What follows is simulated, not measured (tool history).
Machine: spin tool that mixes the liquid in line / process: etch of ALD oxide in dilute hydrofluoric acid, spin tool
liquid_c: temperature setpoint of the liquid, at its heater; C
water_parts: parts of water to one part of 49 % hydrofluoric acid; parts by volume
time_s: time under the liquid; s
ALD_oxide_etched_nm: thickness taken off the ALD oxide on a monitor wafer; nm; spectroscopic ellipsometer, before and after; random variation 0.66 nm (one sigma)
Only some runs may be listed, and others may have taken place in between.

{"run": 1, "hour": 0.0, "liquid_c": 25, "water_parts": 55, "time_s": 200, "ALD_oxide_etched_nm": 47.925}
{"run": 2, "hour": 3.7, "liquid_c": 26.5, "water_parts": 55, "time_s": 200, "ALD_oxide_etched_nm": 50.949}
{"run": 3, "hour": 11.1, "liquid_c": 27.5, "water_parts": 55, "time_s": 200, "ALD_oxide_etched_nm": 53.177}
{"run": 4, "hour": 16.2, "liquid_c": 28.5, "water_parts": 55, "time_s": 200, "ALD_oxide_etched_nm": 55.181}
{"run": 5, "hour": 17.0, "liquid_c": 29, "water_parts": 55, "time_s": 200, "ALD_oxide_etched_nm": 55.958}
{"run": 6, "hour": 21.7, "liquid_c": 29, "water_parts": 35, "time_s": 200, "ALD_oxide_etched_nm": 90.98}

What will run 7 give?
{"run": 7, "hour": 26.1, "liquid_c": 28.5, "water_parts": 35, "time_s": 200, "ALD_oxide_etched_nm": "?"}

{"run 7": {"ALD_oxide_etched_nm": 89.98}}
